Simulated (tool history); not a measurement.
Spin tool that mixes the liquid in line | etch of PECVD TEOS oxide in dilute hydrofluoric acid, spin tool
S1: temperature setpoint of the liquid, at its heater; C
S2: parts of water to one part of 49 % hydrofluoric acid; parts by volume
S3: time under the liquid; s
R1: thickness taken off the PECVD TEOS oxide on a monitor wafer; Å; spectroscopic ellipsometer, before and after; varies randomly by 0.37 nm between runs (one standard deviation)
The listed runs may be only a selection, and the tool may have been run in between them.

run  hour    S1   S2   S3      R1
  1   0.0  21.0  105  280  184.23
  2   1.1  22.0  100  280  205.54
  3   7.6  20.0  100  280  190.79
  4  10.9  18.0  100  280  173.86
  5  17.7  19.5   95  280  191.95
  6  23.2  20.5   90  280  212.92
  7  27.2  24.5   50  280  484.66

Forecast run 8:
  8  28.2  23.5  50  280   ?

Run 8 produced R1 459.10 Å.
